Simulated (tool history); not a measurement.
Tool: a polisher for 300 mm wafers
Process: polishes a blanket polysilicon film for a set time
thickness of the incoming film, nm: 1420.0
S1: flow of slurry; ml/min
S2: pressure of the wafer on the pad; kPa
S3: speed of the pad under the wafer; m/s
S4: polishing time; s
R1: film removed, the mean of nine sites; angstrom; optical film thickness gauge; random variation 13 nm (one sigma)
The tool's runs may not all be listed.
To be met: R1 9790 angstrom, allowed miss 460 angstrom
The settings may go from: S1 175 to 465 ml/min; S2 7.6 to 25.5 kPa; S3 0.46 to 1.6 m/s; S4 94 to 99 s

run  hour   S1    S2    S3  S4      R1
  1     0  295  16.5  1.02  94  6516.7
  2   8.4  295  16.5  1.02  99  6889.7
  3  16.4  295  16.5  1.14  99  7672.8
  4  22.6  330  16.5  1.14  99  7815.8
  5  28.6  295  16.5  1.14  99  7668.8
  6  32.8  250  16.5  1.14  99  7430.9
  7  40.6  255  17.2  1.14  99  7790.9
  8  48.2  260  17.9  1.14  99    8147
  9  48.9  265  18.6  1.14  99    8392
 10  50.3  275    20  1.14  99  8874.9
 11  55.3  275  21.4  1.14  99  9197.4

Which of these 4 next moves meets every target?
  A  60.3  350  24.8  1.02  99   ?
  B  60.3  230  21.4  1.14  94   ?
  C  60.3  250  24.8  0.98  96   ?
  D  60.3  275  24.8     1  94   ?

move      R1
   A  9725.7
   B  8727.7
   C  8771.6
   D  8854.8
A: meets every target
B: further off than the last run
C: further off than the last run
D: further off than the last run
Move A is the one to make.
